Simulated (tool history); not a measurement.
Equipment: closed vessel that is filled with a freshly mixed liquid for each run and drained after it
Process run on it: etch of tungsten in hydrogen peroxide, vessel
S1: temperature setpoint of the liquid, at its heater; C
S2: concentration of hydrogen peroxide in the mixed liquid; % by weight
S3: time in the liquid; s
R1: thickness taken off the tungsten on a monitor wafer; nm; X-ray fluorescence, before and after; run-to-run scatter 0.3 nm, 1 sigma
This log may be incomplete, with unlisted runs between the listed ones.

| run | hour | S1 | S2 | S3 | R1 |
|---|---|---|---|---|---|
| 1 | 0.0 | 54 | 20.0 | 30 | 33.948 |
| 2 | 7.1 | 54 | 21.5 | 30 | 35.307 |
| 3 | 14.7 | 54 | 21.5 | 30 | 35.296 |
| 4 | 17.8 | 54 | 17.5 | 30 | 31.533 |
| 5 | 19.5 | 54 | 17.5 | 30 | 32.099 |
| 6 | 27.6 | 48 | 17.5 | 30 | 22.254 |
| 7 | 28.3 | 52 | 17.5 | 30 | 28.265 |

What will run 8 give?
| 8 | 32.5 | 55 | 17.5 | 30 | ? |

R1: 33.852 nm
